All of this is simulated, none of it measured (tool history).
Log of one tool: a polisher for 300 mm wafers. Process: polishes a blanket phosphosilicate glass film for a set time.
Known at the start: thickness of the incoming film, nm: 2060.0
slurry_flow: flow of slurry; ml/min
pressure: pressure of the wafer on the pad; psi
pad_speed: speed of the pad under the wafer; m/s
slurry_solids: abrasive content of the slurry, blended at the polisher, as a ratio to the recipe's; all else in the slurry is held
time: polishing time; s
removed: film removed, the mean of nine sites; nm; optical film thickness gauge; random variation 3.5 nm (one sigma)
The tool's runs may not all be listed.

Run 1, hour 0: slurry_flow 265 ml/min, pressure 2 psi, pad_speed 1.24 m/s, slurry_solids 1, time 37 s. Result: removed 257.37 nm.
Run 2, hour 8.6: slurry_flow 270 ml/min, pressure 2.3 psi, pad_speed 1.24 m/s, slurry_solids 1, time 37 s. Result: removed 287.15 nm.
Run 3, hour 13.1: slurry_flow 270 ml/min, pressure 2.6 psi, pad_speed 1.28 m/s, slurry_solids 1, time 37 s. Result: removed 316.69 nm.
Run 4, hour 20.6: slurry_flow 270 ml/min, pressure 2.6 psi, pad_speed 1.28 m/s, slurry_solids 0.85, time 37 s. Result: removed 295.85 nm.
Run 5, hour 29.2: slurry_flow 270 ml/min, pressure 2.2 psi, pad_speed 1.28 m/s, slurry_solids 0.85, time 37 s. Result: removed 266.34 nm.
Run 6, hour 33.2: slurry_flow 205 ml/min, pressure 2.2 psi, pad_speed 1.28 m/s, slurry_solids 0.85, time 37 s. Result: removed 259.09 nm.
Run 7, hour 37.2: slurry_flow 205 ml/min, pressure 2.5 psi, pad_speed 1.38 m/s, slurry_solids 0.85, time 37 s. Result: removed 305.03 nm.
Run 8, hour 42.5: slurry_flow 225 ml/min, pressure 3.1 psi, pad_speed 1.56 m/s, slurry_solids 0.85, time 37 s. Result: removed 394.98 nm.

The next listed run, before its measurement:
Run 9, hour 50.7: slurry_flow 225 ml/min, pressure 3.1 psi, pad_speed 1.6 m/s, slurry_solids 0.85, time 37 s. Result: removed ?.

Run 9 gave removed 409.38 nm.
